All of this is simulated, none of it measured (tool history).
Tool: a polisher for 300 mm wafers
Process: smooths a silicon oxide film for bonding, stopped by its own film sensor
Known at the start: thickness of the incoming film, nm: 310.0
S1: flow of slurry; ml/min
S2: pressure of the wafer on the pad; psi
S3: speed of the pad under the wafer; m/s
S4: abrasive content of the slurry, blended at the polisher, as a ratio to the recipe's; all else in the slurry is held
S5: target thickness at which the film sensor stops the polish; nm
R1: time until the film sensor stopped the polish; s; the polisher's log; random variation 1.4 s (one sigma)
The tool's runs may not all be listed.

run,hour,S1,S2,S3,S4,S5,R1
1,0.0,295,1.8,0.80,1.0,265,100.080
2,2.0,295,1.8,0.88,1.0,265,91.055
3,4.8,295,1.5,0.88,1.0,265,111.820
4,8.7,360,1.5,0.88,1.0,265,110.530
5,17.5,360,1.7,0.88,1.0,265,96.532
6,18.2,395,1.7,0.88,1.0,265,95.064

Forecast run 7:
7,23.0,365,1.2,0.86,1.0,265,?

R1: 137.660 s
